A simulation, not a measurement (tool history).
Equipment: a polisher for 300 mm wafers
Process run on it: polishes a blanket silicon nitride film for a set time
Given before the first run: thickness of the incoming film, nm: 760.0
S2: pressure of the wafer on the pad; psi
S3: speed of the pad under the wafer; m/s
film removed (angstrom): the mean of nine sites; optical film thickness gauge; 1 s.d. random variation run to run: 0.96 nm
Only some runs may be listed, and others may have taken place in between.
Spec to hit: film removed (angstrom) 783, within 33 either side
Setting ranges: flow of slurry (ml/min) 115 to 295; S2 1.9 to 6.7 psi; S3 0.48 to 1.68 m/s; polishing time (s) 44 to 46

{"run": 1, "hour": 0.0, "flow of slurry (ml/min)": 190, "S2": 4.3, "S3": 1.08, "polishing time (s)": 44, "film removed (angstrom)": 1030.6}
{"run": 2, "hour": 8.5, "flow of slurry (ml/min)": 190, "S2": 4.1, "S3": 1.08, "polishing time (s)": 44, "film removed (angstrom)": 1006.4}
{"run": 3, "hour": 15.9, "flow of slurry (ml/min)": 190, "S2": 3.9, "S3": 1.08, "polishing time (s)": 44, "film removed (angstrom)": 966.03}
{"run": 4, "hour": 21.2, "flow of slurry (ml/min)": 225, "S2": 3.9, "S3": 1.08, "polishing time (s)": 44, "film removed (angstrom)": 967.3}
{"run": 5, "hour": 29.6, "flow of slurry (ml/min)": 225, "S2": 3.9, "S3": 1.2, "polishing time (s)": 44, "film removed (angstrom)": 1061.7}
{"run": 6, "hour": 33.8, "flow of slurry (ml/min)": 225, "S2": 3.7, "S3": 1.2, "polishing time (s)": 44, "film removed (angstrom)": 986.82}
{"run": 7, "hour": 39.3, "flow of slurry (ml/min)": 225, "S2": 3.6, "S3": 1.2, "polishing time (s)": 44, "film removed (angstrom)": 975.03}
{"run": 8, "hour": 45.4, "flow of slurry (ml/min)": 225, "S2": 3.5, "S3": 1.2, "polishing time (s)": 44, "film removed (angstrom)": 932.05}
{"run": 9, "hour": 51.3, "flow of slurry (ml/min)": 225, "S2": 3.4, "S3": 1.2, "polishing time (s)": 44, "film removed (angstrom)": 912.6}

Exercise: of the 5 proposed moves below, exactly one satisfies all targets within the stated allowed misses. Which move is it?
{"run": "A", "hour": 57.2, "flow of slurry (ml/min)": 140, "S2": 3.1, "S3": 1.18, "polishing time (s)": 45, "film removed (angstrom)": "?"}
{"run": "B", "hour": 57.2, "flow of slurry (ml/min)": 210, "S2": 3.8, "S3": 1.28, "polishing time (s)": 46, "film removed (angstrom)": "?"}
{"run": "C", "hour": 57.2, "flow of slurry (ml/min)": 225, "S2": 3.7, "S3": 1.06, "polishing time (s)": 45, "film removed (angstrom)": "?"}
{"run": "D", "hour": 57.2, "flow of slurry (ml/min)": 230, "S2": 3.9, "S3": 1.3, "polishing time (s)": 46, "film removed (angstrom)": "?"}
{"run": "E", "hour": 57.2, "flow of slurry (ml/min)": 210, "S2": 3.4, "S3": 1.42, "polishing time (s)": 46, "film removed (angstrom)": "?"}

move=A film_removed_(angstrom)=791.57
move=B film_removed_(angstrom)=1120
move=C film_removed_(angstrom)=939.19
move=D film_removed_(angstrom)=1175.3
move=E film_removed_(angstrom)=1086.2
A: every result within its allowed miss
B: moves away from the targets compared with the last run
C: moves away from the targets compared with the last run
D: moves away from the targets compared with the last run
E: moves away from the targets compared with the last run
Answer: A
